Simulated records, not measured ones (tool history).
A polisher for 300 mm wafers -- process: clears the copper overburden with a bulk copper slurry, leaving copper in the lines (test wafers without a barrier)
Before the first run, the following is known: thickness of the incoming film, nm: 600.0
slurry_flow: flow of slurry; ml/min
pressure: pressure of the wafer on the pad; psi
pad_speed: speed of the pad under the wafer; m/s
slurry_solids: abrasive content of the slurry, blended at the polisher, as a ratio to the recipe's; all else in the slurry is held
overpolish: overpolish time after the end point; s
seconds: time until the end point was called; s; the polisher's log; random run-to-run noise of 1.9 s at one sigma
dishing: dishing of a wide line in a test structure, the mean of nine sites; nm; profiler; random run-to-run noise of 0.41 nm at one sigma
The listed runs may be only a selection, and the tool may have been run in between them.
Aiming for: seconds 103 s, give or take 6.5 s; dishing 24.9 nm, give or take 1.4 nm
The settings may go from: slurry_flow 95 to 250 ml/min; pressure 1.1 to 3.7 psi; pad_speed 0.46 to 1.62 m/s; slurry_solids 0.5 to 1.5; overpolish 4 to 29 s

{"run": 1, "hour": 0.0, "slurry_flow": 160, "pressure": 2.4, "pad_speed": 1.04, "slurry_solids": 1, "overpolish": 15, "seconds": 63.684, "dishing": 73.65}
{"run": 2, "hour": 5.1, "slurry_flow": 160, "pressure": 2.2, "pad_speed": 1.04, "slurry_solids": 1, "overpolish": 13, "seconds": 70.415, "dishing": 59.243}
{"run": 3, "hour": 12.6, "slurry_flow": 160, "pressure": 2.2, "pad_speed": 1.04, "slurry_solids": 1.15, "overpolish": 13, "seconds": 67.167, "dishing": 60.42}
{"run": 4, "hour": 14.9, "slurry_flow": 160, "pressure": 2.2, "pad_speed": 1.04, "slurry_solids": 1.15, "overpolish": 10, "seconds": 67.769, "dishing": 49.367}
{"run": 5, "hour": 15.9, "slurry_flow": 160, "pressure": 2.2, "pad_speed": 1.04, "slurry_solids": 1.15, "overpolish": 8, "seconds": 65.599, "dishing": 41.457}
{"run": 6, "hour": 16.6, "slurry_flow": 160, "pressure": 2.5, "pad_speed": 1.04, "slurry_solids": 1.15, "overpolish": 8, "seconds": 60.545, "dishing": 46.45}
{"run": 7, "hour": 17.3, "slurry_flow": 160, "pressure": 2.5, "pad_speed": 1.04, "slurry_solids": 1.15, "overpolish": 8, "seconds": 61.532, "dishing": 45.259}
{"run": 8, "hour": 20.0, "slurry_flow": 160, "pressure": 2.3, "pad_speed": 1.02, "slurry_solids": 1.15, "overpolish": 8, "seconds": 68.544, "dishing": 41.97}
{"run": 9, "hour": 26.2, "slurry_flow": 160, "pressure": 1.7, "pad_speed": 1, "slurry_solids": 1.15, "overpolish": 4, "seconds": 91.491, "dishing": 16.653}
{"run": 10, "hour": 34.9, "slurry_flow": 160, "pressure": 1.7, "pad_speed": 0.96, "slurry_solids": 1.2, "overpolish": 5, "seconds": 96.164, "dishing": 20.369}
{"run": 11, "hour": 42.0, "slurry_flow": 160, "pressure": 1.7, "pad_speed": 0.94, "slurry_solids": 1.25, "overpolish": 5, "seconds": 94.13, "dishing": 19.452}
{"run": 12, "hour": 46.8, "slurry_flow": 160, "pressure": 1.7, "pad_speed": 0.92, "slurry_solids": 1.25, "overpolish": 6, "seconds": 98.535, "dishing": 23.372}
{"run": 13, "hour": 48.4, "slurry_flow": 160, "pressure": 1.7, "pad_speed": 0.88, "slurry_solids": 1.3, "overpolish": 6, "seconds": 102.36, "dishing": 21.83}
{"run": 14, "hour": 54.1, "slurry_flow": 160, "pressure": 1.8, "pad_speed": 0.84, "slurry_solids": 1.35, "overpolish": 6, "seconds": 102.36, "dishing": 22.624}
{"run": 15, "hour": 56.6, "slurry_flow": 165, "pressure": 1.8, "pad_speed": 0.82, "slurry_solids": 1.4, "overpolish": 8, "seconds": 102, "dishing": 28.772}
{"run": 16, "hour": 61.4, "slurry_flow": 160, "pressure": 1.8, "pad_speed": 0.84, "slurry_solids": 1.35, "overpolish": 8, "seconds": 100.61, "dishing": 29.714}
{"run": 17, "hour": 63.2, "slurry_flow": 165, "pressure": 1.7, "pad_speed": 0.86, "slurry_solids": 1.3, "overpolish": 8, "seconds": 99.037, "dishing": 28.171}
{"run": 18, "hour": 66.0, "slurry_flow": 155, "pressure": 1.7, "pad_speed": 0.88, "slurry_solids": 1.3, "overpolish": 8, "seconds": 104.6, "dishing": 29.556}
{"run": 19, "hour": 66.5, "slurry_flow": 190, "pressure": 1.5, "pad_speed": 0.86, "slurry_solids": 1.3, "overpolish": 6, "seconds": 114.21, "dishing": 20.556}
{"run": 20, "hour": 74.4, "slurry_flow": 195, "pressure": 1.6, "pad_speed": 0.86, "slurry_solids": 1.35, "overpolish": 6, "seconds": 110.08, "dishing": 21.124}
{"run": 21, "hour": 81.2, "slurry_flow": 195, "pressure": 1.7, "pad_speed": 0.84, "slurry_solids": 1.35, "overpolish": 6, "seconds": 103.4, "dishing": 21.957}
{"run": 22, "hour": 83.6, "slurry_flow": 195, "pressure": 1.7, "pad_speed": 0.84, "slurry_solids": 1.35, "overpolish": 9, "seconds": 102.52, "dishing": 31.227}
{"run": 23, "hour": 85.4, "slurry_flow": 195, "pressure": 1.7, "pad_speed": 0.86, "slurry_solids": 1.35, "overpolish": 9, "seconds": 100.77, "dishing": 32.36}
{"run": 24, "hour": 94.0, "slurry_flow": 195, "pressure": 1.7, "pad_speed": 0.86, "slurry_solids": 1.3, "overpolish": 9, "seconds": 97.654, "dishing": 31.339}
{"run": 25, "hour": 97.5, "slurry_flow": 195, "pressure": 1.6, "pad_speed": 0.88, "slurry_solids": 1.2, "overpolish": 9, "seconds": 103.66, "dishing": 31.06}

Next run, 5 choices. One meets every target within its allowed miss, the rest don't. Which?
{"run": "A", "hour": 101.0, "slurry_flow": 180, "pressure": 1.6, "pad_speed": 0.9, "slurry_solids": 1.15, "overpolish": 8, "seconds": "?", "dishing": "?"}
{"run": "B", "hour": 101.0, "slurry_flow": 160, "pressure": 1.2, "pad_speed": 1.3, "slurry_solids": 1.05, "overpolish": 6, "seconds": "?", "dishing": "?"}
{"run": "C", "hour": 101.0, "slurry_flow": 200, "pressure": 1.7, "pad_speed": 0.86, "slurry_solids": 1.1, "overpolish": 7, "seconds": "?", "dishing": "?"}
{"run": "D", "hour": 101.0, "slurry_flow": 150, "pressure": 1.9, "pad_speed": 0.82, "slurry_solids": 1.15, "overpolish": 10, "seconds": "?", "dishing": "?"}
{"run": "E", "hour": 101.0, "slurry_flow": 175, "pressure": 1.7, "pad_speed": 0.86, "slurry_solids": 1.15, "overpolish": 9, "seconds": "?", "dishing": "?"}

move=A seconds=108.56 dishing=26.875
move=B seconds=103.09 dishing=21.461
move=C seconds=106.16 dishing=24.429
move=D seconds=103.76 dishing=34.295
move=E seconds=107.5 dishing=30.157
A: nearer than the last run, and not there yet
B: takes the biggest miss from the last run beyond its target
C: all results land within tolerance of their targets
D: its largest miss is bigger than the last run's
E: nearer than the last run, and not there yet
C meets every target.
